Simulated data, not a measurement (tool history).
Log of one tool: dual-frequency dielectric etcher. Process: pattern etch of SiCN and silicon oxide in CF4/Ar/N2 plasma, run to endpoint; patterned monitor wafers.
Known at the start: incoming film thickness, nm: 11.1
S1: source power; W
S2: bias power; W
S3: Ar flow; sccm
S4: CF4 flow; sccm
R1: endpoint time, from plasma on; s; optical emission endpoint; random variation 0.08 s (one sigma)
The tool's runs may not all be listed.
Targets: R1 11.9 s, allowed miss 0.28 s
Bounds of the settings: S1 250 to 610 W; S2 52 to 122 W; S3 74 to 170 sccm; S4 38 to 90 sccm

run	hour	S1	S2	S3	S4	R1
1	0	430	87	122	64	13.912
2	3.3	430	87	106	64	13.904
3	9.8	430	87	106	59	14.075
4	14.3	480	87	106	59	12.823
5	17.9	480	87	106	55	12.845
6	18.5	480	87	119	55	13.005
7	25.8	490	87	119	55	12.81
8	33.3	500	87	119	55	12.497
9	38.1	500	87	119	55	12.721
10	43.7	510	87	119	55	12.351
11	49.1	520	87	119	55	12.333

5 next moves are on the table. One of them brings every result within its allowed miss. Which?
A	54.5	500	94	160	61	?
B	54.5	530	80	121	51	?
C	54.5	610	65	147	73	?
D	54.5	510	87	124	58	?
E	54.5	450	102	100	57	?

move	R1
A	12.493
B	12.722
C	12.067
D	12.424
E	12.542
A: further off than the last run
B: further off than the last run
C: meets every target
D: further off than the last run
E: further off than the last run
Answer: C
